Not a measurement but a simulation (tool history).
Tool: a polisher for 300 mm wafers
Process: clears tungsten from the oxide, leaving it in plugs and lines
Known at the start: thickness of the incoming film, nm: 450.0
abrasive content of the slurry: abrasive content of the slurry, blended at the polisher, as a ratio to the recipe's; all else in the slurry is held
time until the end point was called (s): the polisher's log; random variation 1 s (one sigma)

run	day	flow of slurry (ml/min)	pressure of the wafer on the pad (psi)	speed of the pad under the wafer (cm/s)	abrasive content of the slurry	overpolish time after the end point (s)	time until the end point was called (s)
1	0	200	3.3	94	1	7	118.37
2	0.146	200	3.3	94	1.1	7	116.54
3	0.479	200	3.3	94	0.9	7	118.79
4	0.7	230	3.3	94	0.9	7	120.72
5	0.958	230	3.5	94	0.9	7	110.21
# day 1.112: slurry nozzle cleaned
6	1.112	230	3.6	94	0.9	7	106.74
7	1.392	230	3.6	94	0.9	7	106.66
8	1.642	230	3.7	94	0.9	7	101.89

Forecast run 9:
9	1.825	235	4.3	94	0.9	7	?

time until the end point was called (s): 89.375
